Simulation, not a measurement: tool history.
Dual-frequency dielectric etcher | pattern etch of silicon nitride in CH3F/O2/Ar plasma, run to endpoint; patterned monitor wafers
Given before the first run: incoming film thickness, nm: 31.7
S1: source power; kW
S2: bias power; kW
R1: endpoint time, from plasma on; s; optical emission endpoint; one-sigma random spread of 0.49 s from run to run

run  hour    S1     S2      R1
  1     0  0.39  0.054   48.49
  2   3.2  0.42  0.054  46.872
  3  11.5  0.44  0.054  45.502
  4  13.9  0.42  0.053  46.897
  5    15  0.42   0.06  44.868
       22  -- wet clean of the chamber
  6    22  0.37   0.06  50.819
  7  27.9  0.36   0.06  50.991
  8    34  0.35   0.06  51.793
  9  40.2  0.27  0.055  65.008

Run 10, settings as shown, results not yet in. Your forecast:
 10  42.8  0.28  0.055   ?

For run 10 the tool returned R1 62.706 s.
